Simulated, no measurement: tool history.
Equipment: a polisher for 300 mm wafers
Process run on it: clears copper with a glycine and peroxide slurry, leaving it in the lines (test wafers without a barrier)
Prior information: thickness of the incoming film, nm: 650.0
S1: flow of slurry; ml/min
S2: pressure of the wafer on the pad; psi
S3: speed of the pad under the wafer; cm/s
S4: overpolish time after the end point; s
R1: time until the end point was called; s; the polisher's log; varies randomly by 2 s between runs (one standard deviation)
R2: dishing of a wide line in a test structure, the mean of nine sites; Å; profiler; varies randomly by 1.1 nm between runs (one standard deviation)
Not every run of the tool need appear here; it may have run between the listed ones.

| run | hour | S1 | S2 | S3 | S4 | R1 | R2 |
|---|---|---|---|---|---|---|---|
| 1 | 0 | 150 | 3.4 | 76 | 18 | 125.16 | 582.01 |
| 2 | 3.2 | 150 | 2.6 | 76 | 18 | 159.16 | 486.27 |
| 3 | 5.1 | 145 | 3 | 78 | 20 | 139.48 | 590.63 |
| 4 | 6.4 | 170 | 3 | 78 | 20 | 135.27 | 597.03 |
| 5 | 12.1 | 165 | 3.2 | 78 | 22 | 134.97 | 687.11 |
| 6 | 18.2 | 165 | 3.5 | 78 | 23 | 121.2 | 746.69 |
| 7 | 27 | 165 | 3.6 | 78 | 24 | 120.38 | 808.31 |
| 8 | 27.6 | 165 | 3.7 | 78 | 25 | 109.51 | 827.11 |

Run 9, settings as shown, results not yet in. Your forecast:
| 9 | 30.6 | 165 | 3.7 | 80 | 26 | ? | ? |

For run 9 the tool returned R1 113.07 s, R2 889.61 Å.
